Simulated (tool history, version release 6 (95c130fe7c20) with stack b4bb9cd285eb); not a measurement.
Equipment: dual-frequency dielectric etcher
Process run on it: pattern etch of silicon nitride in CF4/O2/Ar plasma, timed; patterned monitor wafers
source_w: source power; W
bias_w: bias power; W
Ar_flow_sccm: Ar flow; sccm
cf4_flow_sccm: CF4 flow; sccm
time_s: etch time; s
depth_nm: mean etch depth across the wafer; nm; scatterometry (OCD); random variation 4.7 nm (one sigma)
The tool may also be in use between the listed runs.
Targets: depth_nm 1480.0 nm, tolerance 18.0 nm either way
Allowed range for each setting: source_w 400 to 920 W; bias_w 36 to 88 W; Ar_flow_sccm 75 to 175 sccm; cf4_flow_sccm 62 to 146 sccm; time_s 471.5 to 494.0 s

{"run": 1, "hour": 0.0, "source_w": 660, "bias_w": 62, "Ar_flow_sccm": 125, "cf4_flow_sccm": 104, "time_s": 471.5, "depth_nm": 1198.2}
{"run": 2, "hour": 1.9, "source_w": 660, "bias_w": 57, "Ar_flow_sccm": 125, "cf4_flow_sccm": 104, "time_s": 471.5, "depth_nm": 1156.1}
{"run": 3, "hour": 4.8, "source_w": 660, "bias_w": 57, "Ar_flow_sccm": 147, "cf4_flow_sccm": 104, "time_s": 471.5, "depth_nm": 1142.3}
{"run": 4, "hour": 8.5, "source_w": 660, "bias_w": 57, "Ar_flow_sccm": 147, "cf4_flow_sccm": 92, "time_s": 471.5, "depth_nm": 1125.1}
{"run": 5, "hour": 11.1, "source_w": 690, "bias_w": 57, "Ar_flow_sccm": 147, "cf4_flow_sccm": 92, "time_s": 471.5, "depth_nm": 1172.0}
{"run": 6, "hour": 16.9, "source_w": 690, "bias_w": 57, "Ar_flow_sccm": 163, "cf4_flow_sccm": 92, "time_s": 471.5, "depth_nm": 1163.2}
{"run": 7, "hour": 20.2, "source_w": 720, "bias_w": 57, "Ar_flow_sccm": 163, "cf4_flow_sccm": 92, "time_s": 471.5, "depth_nm": 1208.2}
{"run": 8, "hour": 28.7, "source_w": 750, "bias_w": 57, "Ar_flow_sccm": 163, "cf4_flow_sccm": 92, "time_s": 471.5, "depth_nm": 1268.3}
{"run": 9, "hour": 30.2, "source_w": 770, "bias_w": 57, "Ar_flow_sccm": 163, "cf4_flow_sccm": 92, "time_s": 471.5, "depth_nm": 1302.5}
{"run": 10, "hour": 32.6, "source_w": 780, "bias_w": 57, "Ar_flow_sccm": 163, "cf4_flow_sccm": 92, "time_s": 471.5, "depth_nm": 1323.9}
{"run": 11, "hour": 39.6, "source_w": 790, "bias_w": 57, "Ar_flow_sccm": 163, "cf4_flow_sccm": 92, "time_s": 471.5, "depth_nm": 1334.8}
{"run": 12, "hour": 40.2, "source_w": 800, "bias_w": 57, "Ar_flow_sccm": 163, "cf4_flow_sccm": 92, "time_s": 471.5, "depth_nm": 1351.3}
{"run": 13, "hour": 48.4, "source_w": 800, "bias_w": 57, "Ar_flow_sccm": 163, "cf4_flow_sccm": 92, "time_s": 471.5, "depth_nm": 1356.5}
{"run": 14, "hour": 54.0, "source_w": 810, "bias_w": 57, "Ar_flow_sccm": 163, "cf4_flow_sccm": 92, "time_s": 471.5, "depth_nm": 1373.7}

4 candidate next runs follow, results not yet known. Just one meets every target within its allowed miss. Identify it.
{"run": "A", "hour": 59.6, "source_w": 910, "bias_w": 52, "Ar_flow_sccm": 175, "cf4_flow_sccm": 110, "time_s": 477.5, "depth_nm": "?"}
{"run": "B", "hour": 59.6, "source_w": 860, "bias_w": 57, "Ar_flow_sccm": 160, "cf4_flow_sccm": 85, "time_s": 494.0, "depth_nm": "?"}
{"run": "C", "hour": 59.6, "source_w": 740, "bias_w": 58, "Ar_flow_sccm": 165, "cf4_flow_sccm": 87, "time_s": 484.0, "depth_nm": "?"}
{"run": "D", "hour": 59.6, "source_w": 840, "bias_w": 58, "Ar_flow_sccm": 167, "cf4_flow_sccm": 94, "time_s": 486.5, "depth_nm": "?"}

move=A depth_nm=1521.9
move=B depth_nm=1503.5
move=C depth_nm=1275.2
move=D depth_nm=1470.0
A: takes the result that was furthest off past its target
B: takes the result that was furthest off past its target
C: lands further from the targets than the last run did
D: all results in spec
Move D is the one to make.

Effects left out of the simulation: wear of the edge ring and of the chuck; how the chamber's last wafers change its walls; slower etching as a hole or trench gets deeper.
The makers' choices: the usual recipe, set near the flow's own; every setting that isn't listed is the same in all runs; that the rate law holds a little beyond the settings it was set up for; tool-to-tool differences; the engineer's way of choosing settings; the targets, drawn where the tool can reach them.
